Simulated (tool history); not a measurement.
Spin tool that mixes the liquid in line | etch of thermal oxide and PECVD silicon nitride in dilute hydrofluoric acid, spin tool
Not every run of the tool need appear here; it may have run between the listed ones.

run	hour	temperature setpoint of the liquid (°C)	parts of water to one part of 49 % hydrofluoric acid (parts by volume)	time under the liquid (s)	thickness taken off the thermal oxide on a monitor wafer (Å)	thickness taken off the PECVD silicon nitride on a monitor wafer (Å)
1	0.0	25.0	120	180	84.977	85.006
2	2.8	21.5	120	180	74.359	67.023
3	11.7	20.5	140	170	55.955	51.274
4	20.6	20.5	160	170	47.825	44.974
5	26.2	20.5	160	95	26.885	25.092
6	27.8	20.5	135	95	32.560	29.806
7	34.3	20.0	145	95	29.783	26.680
8	39.4	19.5	155	95	26.837	24.224

What will run 9 give?
9	42.5	19.0	165	95	?	?

{"run 9": {"thickness taken off the thermal oxide on a monitor wafer (Å)": 24.62, "thickness taken off the PECVD silicon nitride on a monitor wafer (Å)": 22.018}}
